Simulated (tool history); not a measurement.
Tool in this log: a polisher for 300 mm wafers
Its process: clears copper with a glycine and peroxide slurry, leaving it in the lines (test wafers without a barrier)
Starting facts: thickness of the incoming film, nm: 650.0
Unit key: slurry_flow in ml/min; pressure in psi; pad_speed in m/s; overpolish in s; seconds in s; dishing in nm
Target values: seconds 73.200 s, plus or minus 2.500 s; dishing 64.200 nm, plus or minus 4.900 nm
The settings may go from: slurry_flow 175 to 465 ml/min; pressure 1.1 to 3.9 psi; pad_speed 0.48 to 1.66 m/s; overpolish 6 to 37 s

{"run": 1, "hour": 0.0, "slurry_flow": 295, "pressure": 2.5, "pad_speed": 1.06, "overpolish": 19, "seconds": 133.78, "dishing": 47.822}
{"run": 2, "hour": 4.6, "slurry_flow": 295, "pressure": 2.5, "pad_speed": 0.8, "overpolish": 19, "seconds": 159.17, "dishing": 43.943}
{"run": 3, "hour": 10.9, "slurry_flow": 300, "pressure": 2.8, "pad_speed": 0.92, "overpolish": 19, "seconds": 132.38, "dishing": 48.399}
{"run": 4, "hour": 16.1, "slurry_flow": 305, "pressure": 3.1, "pad_speed": 1.0, "overpolish": 19, "seconds": 114.58, "dishing": 51.92}
{"hour": 17.8, "done": "slurry nozzle cleaned"}
{"run": 5, "hour": 17.8, "slurry_flow": 305, "pressure": 2.6, "pad_speed": 1.0, "overpolish": 19, "seconds": 125.77, "dishing": 49.028}
{"run": 6, "hour": 20.4, "slurry_flow": 305, "pressure": 2.6, "pad_speed": 1.0, "overpolish": 22, "seconds": 124.96, "dishing": 52.541}
{"run": 7, "hour": 27.5, "slurry_flow": 305, "pressure": 2.6, "pad_speed": 1.0, "overpolish": 22, "seconds": 127.52, "dishing": 54.347}
{"run": 8, "hour": 32.4, "slurry_flow": 330, "pressure": 2.9, "pad_speed": 1.04, "overpolish": 21, "seconds": 110.56, "dishing": 54.838}

Exercise: of the 5 proposed moves below, exactly one satisfies all targets within the stated allowed misses. Which move is it?
{"run": "A", "hour": 37.3, "slurry_flow": 360, "pressure": 2.8, "pad_speed": 1.28, "overpolish": 24, "seconds": "?", "dishing": "?"}
{"run": "B", "hour": 37.3, "slurry_flow": 295, "pressure": 2.2, "pad_speed": 0.94, "overpolish": 26, "seconds": "?", "dishing": "?"}
{"run": "C", "hour": 37.3, "slurry_flow": 390, "pressure": 3.7, "pad_speed": 1.36, "overpolish": 21, "seconds": "?", "dishing": "?"}
{"run": "D", "hour": 37.3, "slurry_flow": 385, "pressure": 3.4, "pad_speed": 1.18, "overpolish": 12, "seconds": "?", "dishing": "?"}
{"run": "E", "hour": 37.3, "slurry_flow": 280, "pressure": 2.3, "pad_speed": 0.72, "overpolish": 23, "seconds": "?", "dishing": "?"}

move=A seconds=99.349 dishing=62.003
move=B seconds=150.300 dishing=54.979
move=C seconds=74.167 dishing=64.910
move=D seconds=88.469 dishing=47.063
move=E seconds=169.700 dishing=48.650
A: moves toward the targets from the last run without getting all of them in spec
B: further off than the last run
C: every result lands within tolerance
D: moves toward the targets from the last run without getting all of them in spec
E: further off than the last run
So the answer is move C, the one that meets all the targets.
